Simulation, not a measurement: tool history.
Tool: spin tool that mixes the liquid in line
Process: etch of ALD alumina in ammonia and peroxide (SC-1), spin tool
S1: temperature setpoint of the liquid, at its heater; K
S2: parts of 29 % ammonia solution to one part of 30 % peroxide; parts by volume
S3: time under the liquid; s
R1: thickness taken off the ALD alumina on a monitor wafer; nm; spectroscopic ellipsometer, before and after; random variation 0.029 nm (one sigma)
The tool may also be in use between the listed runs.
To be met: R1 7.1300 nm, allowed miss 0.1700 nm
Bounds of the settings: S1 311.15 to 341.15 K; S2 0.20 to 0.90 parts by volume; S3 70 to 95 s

{"run": 1, "hour": 0.0, "S1": 325.15, "S2": 0.5, "S3": 95, "R1": 5.0765}
{"run": 2, "hour": 3.0, "S1": 326.65, "S2": 0.5, "S3": 95, "R1": 5.537}
{"run": 3, "hour": 6.2, "S1": 326.65, "S2": 0.35, "S3": 95, "R1": 5.3444}
{"run": 4, "hour": 12.7, "S1": 326.65, "S2": 0.5, "S3": 95, "R1": 5.5362}
{"run": 5, "hour": 13.9, "S1": 323.15, "S2": 0.5, "S3": 95, "R1": 4.5693}
{"run": 6, "hour": 21.8, "S1": 317.65, "S2": 0.5, "S3": 95, "R1": 3.3602}
{"run": 7, "hour": 23.5, "S1": 321.15, "S2": 0.5, "S3": 95, "R1": 4.1012}
{"run": 8, "hour": 32.5, "S1": 323.65, "S2": 0.5, "S3": 95, "R1": 4.7297}
{"run": 9, "hour": 33.1, "S1": 325.65, "S2": 0.5, "S3": 95, "R1": 5.2311}
{"run": 10, "hour": 38.8, "S1": 327.15, "S2": 0.5, "S3": 95, "R1": 5.6319}
{"run": 11, "hour": 46.0, "S1": 328.15, "S2": 0.5, "S3": 95, "R1": 6.014}
{"run": 12, "hour": 52.4, "S1": 329.15, "S2": 0.5, "S3": 95, "R1": 6.2743}
{"run": 13, "hour": 53.4, "S1": 332.15, "S2": 0.5, "S3": 95, "R1": 7.4529}

Which of these 5 next moves meets every target?
{"run": "A", "hour": 54.4, "S1": 333.15, "S2": 0.45, "S3": 95, "R1": "?"}
{"run": "B", "hour": 54.4, "S1": 333.65, "S2": 0.45, "S3": 85, "R1": "?"}
{"run": "C", "hour": 54.4, "S1": 339.15, "S2": 0.4, "S3": 70, "R1": "?"}
{"run": "D", "hour": 54.4, "S1": 333.15, "S2": 0.35, "S3": 95, "R1": "?"}
{"run": "E", "hour": 54.4, "S1": 332.65, "S2": 0.45, "S3": 95, "R1": "?"}

move=A R1=7.6601
move=B R1=7.0317
move=C R1=7.5497
move=D R1=7.4798
move=E R1=7.4655
A: further off than the last run
B: meets every target
C: further off than the last run
D: further off than the last run
E: as far off as the last run
The right move is B.

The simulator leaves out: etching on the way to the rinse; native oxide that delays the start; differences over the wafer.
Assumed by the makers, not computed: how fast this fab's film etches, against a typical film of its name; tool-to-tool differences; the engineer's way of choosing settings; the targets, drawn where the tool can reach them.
